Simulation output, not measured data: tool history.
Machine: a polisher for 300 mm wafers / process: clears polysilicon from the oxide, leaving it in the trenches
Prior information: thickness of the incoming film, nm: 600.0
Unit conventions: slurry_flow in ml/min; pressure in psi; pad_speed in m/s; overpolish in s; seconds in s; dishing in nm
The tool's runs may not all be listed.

run	hour	slurry_flow	pressure	pad_speed	overpolish	seconds	dishing
1	0.0	255	2.3	1.1	18	49.046	86.650
2	8.0	255	2.3	1.1	12	48.810	77.812
3	15.9	290	2.3	1.1	12	47.860	77.408
4	20.0	290	2.3	1.1	16	48.179	84.321
5	22.2	290	2.2	1.1	16	52.046	81.913
6	24.1	290	2.1	1.1	17	52.594	83.016
7	27.6	290	2.0	1.1	18	54.960	82.678

Predict the results of run 8:
8	32.0	290	2.0	1.1	18	?	?

Run 8 gave seconds 55.846 s, dishing 83.610 nm.

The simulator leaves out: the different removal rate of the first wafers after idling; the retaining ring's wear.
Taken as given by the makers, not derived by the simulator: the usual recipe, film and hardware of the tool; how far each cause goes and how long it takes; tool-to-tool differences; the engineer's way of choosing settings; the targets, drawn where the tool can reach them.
